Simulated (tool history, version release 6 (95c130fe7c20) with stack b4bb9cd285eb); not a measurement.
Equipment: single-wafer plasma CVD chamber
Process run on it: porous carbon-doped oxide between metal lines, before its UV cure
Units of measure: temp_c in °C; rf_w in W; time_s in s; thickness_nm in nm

Run 1, hour 0: temp_c 290 °C, rf_w 565 W, time_s 13.2 s. Result: thickness_nm 82.498 nm.
Run 2, hour 4.6: temp_c 290 °C, rf_w 565 W, time_s 13.2 s. Result: thickness_nm 82.34 nm.
Run 3, hour 5.6: temp_c 282 °C, rf_w 565 W, time_s 13.2 s. Result: thickness_nm 87.18 nm.
Run 4, hour 9.4: temp_c 277 °C, rf_w 565 W, time_s 13.2 s. Result: thickness_nm 90.906 nm.
Run 5, hour 11.2: temp_c 281 °C, rf_w 565 W, time_s 13.2 s. Result: thickness_nm 87.711 nm.
Run 6, hour 13.7: temp_c 288 °C, rf_w 565 W, time_s 13.2 s. Result: thickness_nm 83.433 nm.
Run 7, hour 22.1: temp_c 281 °C, rf_w 600 W, time_s 13.2 s. Result: thickness_nm 92.509 nm.
Run 8, hour 28.8: temp_c 276 °C, rf_w 620 W, time_s 13.2 s. Result: thickness_nm 98.49 nm.
Run 9, hour 34.1: temp_c 273 °C, rf_w 630 W, time_s 13.2 s. Result: thickness_nm 102.41 nm.
Run 10, hour 39.1: temp_c 271 °C, rf_w 635 W, time_s 13.2 s. Result: thickness_nm 103.97 nm.

For run 11, what comes out?
Run 11, hour 43: temp_c 269 °C, rf_w 640 W, time_s 13.2 s. Result: thickness_nm ?.

thickness_nm: 105.57 nm
